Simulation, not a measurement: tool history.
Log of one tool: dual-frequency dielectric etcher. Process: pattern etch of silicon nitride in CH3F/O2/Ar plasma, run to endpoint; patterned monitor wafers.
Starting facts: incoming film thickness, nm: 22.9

run,hour,source power (kW),bias power (kW),endpoint time (s)
1,0.0,0.450,0.087,29.731
2,8.7,0.480,0.089,28.572
3,11.1,0.480,0.097,27.336
4,17.5,0.480,0.082,29.198
5,21.6,0.480,0.073,30.514
6,25.4,0.480,0.067,31.682
7,29.7,0.510,0.070,30.090

Forecast run 8:
8,37.5,0.530,0.072,?

{"run 8": {"endpoint time (s)": 28.951}}
